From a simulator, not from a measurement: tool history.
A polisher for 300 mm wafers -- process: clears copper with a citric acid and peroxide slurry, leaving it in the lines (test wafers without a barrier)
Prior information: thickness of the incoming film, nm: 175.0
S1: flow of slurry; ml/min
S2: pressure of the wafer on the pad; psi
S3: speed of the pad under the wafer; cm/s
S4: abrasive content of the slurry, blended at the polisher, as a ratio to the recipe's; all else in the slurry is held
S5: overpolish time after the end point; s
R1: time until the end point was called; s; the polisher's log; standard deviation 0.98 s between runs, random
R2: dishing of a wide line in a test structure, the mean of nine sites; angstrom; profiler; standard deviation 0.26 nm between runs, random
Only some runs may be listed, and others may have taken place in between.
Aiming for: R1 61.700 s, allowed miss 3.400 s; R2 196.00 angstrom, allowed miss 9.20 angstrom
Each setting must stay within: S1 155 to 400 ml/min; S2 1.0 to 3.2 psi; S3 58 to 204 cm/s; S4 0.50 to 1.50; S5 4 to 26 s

run	day	S1	S2	S3	S4	S5	R1	R2
1	0.000	255	2.1	130	1.00	13	87.646	202.48
2	0.204	285	2.1	130	1.00	13	81.114	205.00
3	0.262	315	2.2	130	1.00	12	79.460	205.65
4	0.412	315	2.2	130	0.80	12	83.423	196.27
5	0.504	315	1.8	130	0.80	12	97.658	165.66
6	0.642	330	2.1	132	0.80	11	85.145	175.21
# day 0.788: slurry nozzle cleaned
7	0.788	335	2.3	134	0.80	10	72.457	181.84
8	0.858	340	2.4	134	0.80	10	71.958	193.11
9	1.008	345	2.5	134	0.80	9	67.993	176.89

Next run, 4 choices. One meets every target within its allowed miss, the rest don't. Which?
A	1.158	345	2.6	158	0.90	9	?	?
B	1.158	315	2.5	150	0.75	9	?	?
C	1.158	305	2.3	158	0.90	8	?	?
D	1.158	355	2.4	172	0.80	8	?	?

move	R1	R2
A	54.009	217.31
B	61.417	192.40
C	61.049	172.78
D	54.545	192.36
A: takes the biggest miss from the last run beyond its target
B: all results in spec
C: further off than the last run
D: the worst result of the last run now meets its target, but another is out of spec
Go with B: it meets all targets.

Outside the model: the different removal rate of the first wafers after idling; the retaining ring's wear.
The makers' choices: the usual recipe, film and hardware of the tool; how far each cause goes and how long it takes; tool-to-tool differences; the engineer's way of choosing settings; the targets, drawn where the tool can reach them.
